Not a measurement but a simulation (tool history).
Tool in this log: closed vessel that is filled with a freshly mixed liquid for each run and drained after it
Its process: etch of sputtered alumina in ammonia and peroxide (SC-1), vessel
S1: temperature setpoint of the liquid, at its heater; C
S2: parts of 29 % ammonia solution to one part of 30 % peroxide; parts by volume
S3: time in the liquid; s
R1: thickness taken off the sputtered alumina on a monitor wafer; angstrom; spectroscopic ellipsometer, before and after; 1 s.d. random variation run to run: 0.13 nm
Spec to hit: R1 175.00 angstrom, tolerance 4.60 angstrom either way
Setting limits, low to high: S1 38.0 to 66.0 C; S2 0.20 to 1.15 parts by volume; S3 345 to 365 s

run,hour,S1,S2,S3,R1
1,0.0,50.0,0.65,345,238.11
2,4.0,50.0,0.50,345,234.91
3,12.8,50.0,0.40,345,225.45
4,19.3,48.5,0.40,345,208.86
5,27.9,47.5,0.40,345,199.54
6,31.1,47.5,0.40,365,208.52
7,39.4,46.5,0.40,365,197.12
8,47.8,46.0,0.40,365,192.80

Exactly one of the 5 candidate moves below puts every result within its allowed miss. Which one?
A,56.2,48.5,0.35,365,?
B,56.2,45.0,0.25,365,?
C,56.2,43.5,0.60,350,?
D,56.2,47.5,0.45,365,?
E,56.2,44.5,0.30,345,?

move,R1
A,218.20
B,173.55
C,166.00
D,211.36
E,162.22
A: lands further from the targets than the last run did
B: in spec on every target
C: takes the biggest miss from the last run beyond its target
D: lands further from the targets than the last run did
E: takes the biggest miss from the last run beyond its target
Move B is the one to make.
